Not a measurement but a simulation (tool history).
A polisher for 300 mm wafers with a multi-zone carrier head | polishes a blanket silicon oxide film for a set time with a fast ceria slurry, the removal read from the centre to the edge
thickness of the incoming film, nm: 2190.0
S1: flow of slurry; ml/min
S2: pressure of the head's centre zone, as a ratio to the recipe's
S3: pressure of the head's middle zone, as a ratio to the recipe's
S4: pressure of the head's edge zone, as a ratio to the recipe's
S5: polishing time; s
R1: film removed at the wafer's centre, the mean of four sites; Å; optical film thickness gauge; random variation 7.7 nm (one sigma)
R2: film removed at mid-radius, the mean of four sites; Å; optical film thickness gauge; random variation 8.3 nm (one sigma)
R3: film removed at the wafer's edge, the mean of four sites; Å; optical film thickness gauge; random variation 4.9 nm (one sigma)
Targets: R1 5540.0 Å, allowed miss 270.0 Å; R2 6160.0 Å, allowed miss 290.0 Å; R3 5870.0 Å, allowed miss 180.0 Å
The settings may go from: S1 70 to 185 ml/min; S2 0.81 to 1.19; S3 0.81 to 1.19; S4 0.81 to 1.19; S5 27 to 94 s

Run 1, day 0.000: S1 120 ml/min, S2 1.00, S3 1.00, S4 1.00, S5 60 s. Result: R1 7344.7 Å, R2 7275.8 Å, R3 7111.2 Å.
Run 2, day 0.254: S1 105 ml/min, S2 1.00, S3 1.00, S4 1.00, S5 60 s. Result: R1 6978.2 Å, R2 7072.2 Å, R3 6806.0 Å.
Run 3, day 0.325: S1 105 ml/min, S2 0.95, S3 1.00, S4 1.00, S5 60 s. Result: R1 6627.0 Å, R2 7081.9 Å, R3 6891.9 Å.
Run 4, day 0.488: S1 100 ml/min, S2 0.94, S3 0.99, S4 0.98, S5 59 s. Result: R1 6285.1 Å, R2 6742.4 Å, R3 6675.7 Å.
Run 5, day 0.633: S1 95 ml/min, S2 0.94, S3 0.99, S4 0.96, S5 58 s. Result: R1 6237.7 Å, R2 6626.2 Å, R3 6523.2 Å.
Run 6, day 0.800: S1 95 ml/min, S2 0.94, S3 0.99, S4 0.96, S5 47 s. Result: R1 5009.7 Å, R2 5226.8 Å, R3 5218.7 Å.
Run 7, day 0.917: S1 105 ml/min, S2 0.93, S3 1.00, S4 0.97, S5 47 s. Result: R1 5098.0 Å, R2 5587.4 Å, R3 5389.2 Å.
Run 8, day 0.938: S1 110 ml/min, S2 0.93, S3 1.00, S4 0.98, S5 47 s. Result: R1 5149.7 Å, R2 5626.7 Å, R3 5417.8 Å.
Run 9, day 1.258: S1 140 ml/min, S2 0.92, S3 1.03, S4 1.05, S5 49 s. Result: R1 5798.5 Å, R2 6242.2 Å, R3 6127.1 Å.

Which of these 4 next moves meets every target?
Run A, day 1.579: S1 140 ml/min, S2 0.94, S3 0.90, S4 1.16, S5 49 s. Result: R1 ?, R2 ?, R3 ?.
Run B, day 1.579: S1 140 ml/min, S2 0.85, S3 0.99, S4 1.08, S5 51 s. Result: R1 ?, R2 ?, R3 ?.
Run C, day 1.579: S1 125 ml/min, S2 0.94, S3 0.94, S4 1.05, S5 52 s. Result: R1 ?, R2 ?, R3 ?.
Run D, day 1.579: S1 135 ml/min, S2 0.92, S3 1.04, S4 1.03, S5 48 s. Result: R1 ?, R2 ?, R3 ?.

move      R1      R2      R3
   A  5834.6  5762.5  6427.0
   B  5530.4  6448.5  6449.3
   C  6010.5  6154.5  6370.1
   D  5555.2  6250.6  5895.0
A: further off than the last run
B: further off than the last run
C: further off than the last run
D: meets every target
Answer: D
